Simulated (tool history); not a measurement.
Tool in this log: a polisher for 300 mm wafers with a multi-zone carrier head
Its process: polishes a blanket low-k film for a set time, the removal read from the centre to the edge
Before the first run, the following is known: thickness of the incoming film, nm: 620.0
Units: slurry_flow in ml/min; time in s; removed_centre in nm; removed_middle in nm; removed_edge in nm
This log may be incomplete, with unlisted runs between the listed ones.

run	day	slurry_flow	centre_zone	middle_zone	edge_zone	slurry_solids	time	removed_centre	removed_middle	removed_edge
1	0	255	1	1	1	1	60	32.53	31.852	31.979
2	0.154	250	0.99	0.97	0.99	0.9	55	26.847	26.015	27.316
3	0.346	250	0.99	0.95	0.96	0.8	52	23.112	21.664	22.55
4	0.417	250	0.99	0.95	0.96	0.8	61	27.167	25.266	27.211
5	0.662	250	0.99	0.89	0.96	0.8	61	26.999	24.212	26.918
6	0.904	245	0.98	0.88	0.94	0.75	59	24.046	21.891	24.504
7	0.979	230	0.99	0.81	0.84	0.5	45	9.8607	8.1497	9.4492
8	1.05	240	1	0.83	0.88	0.5	44	9.7317	8.1911	9.4544
9	1.417	235	1.02	0.86	0.94	0.5	44	9.7968	8.4605	9.5649
10	1.762	260	1.02	0.86	0.96	0.55	44	12.249	10.482	11.918
11	1.854	330	0.97	0.86	0.99	0.55	44	11.95	10.663	12.1
12	2.108	275	1.05	0.93	1.09	0.8	45	20.44	18.726	21.258
13	2.233	270	1.03	0.91	1.06	0.8	45	20.34	18.374	21.151
14	2.275	270	1.03	0.91	1.06	0.8	45	20.549	18.013	20.875
15	2.471	270	1.03	0.91	1.06	0.8	45	20.393	18.465	20.161
16	2.629	265	1.01	0.89	1.04	0.75	46	19.452	16.838	19.701
17	2.867	270	1.02	0.89	1.03	0.75	46	19.382	17.154	19.547
18	3.083	260	1.01	0.88	1.01	0.75	46	19.108	17.046	19.525
19	3.438	240	1.01	0.88	1	0.75	46	19.259	16.738	19.605
20	3.717	240	1.01	0.88	0.99	0.75	46	19.001	16.897	19.235
21	4.017	225	0.98	0.81	0.91	0.5	43	9.3477	8.0278	9.3353
22	4.35	245	1	0.83	0.96	0.5	43	9.5103	8.0129	9.4593
23	4.517	265	1.01	0.85	0.99	0.5	43	9.805	8.3008	10.106
24	4.7	265	1.01	0.85	0.99	0.5	43	9.682	8.4899	9.9299

For run 25, what comes out?
25	4.838	280	1.02	0.86	1.01	0.55	43	?	?	?

{"run 25": {"removed_centre": 12.01, "removed_middle": 10.261, "removed_edge": 12.172}}
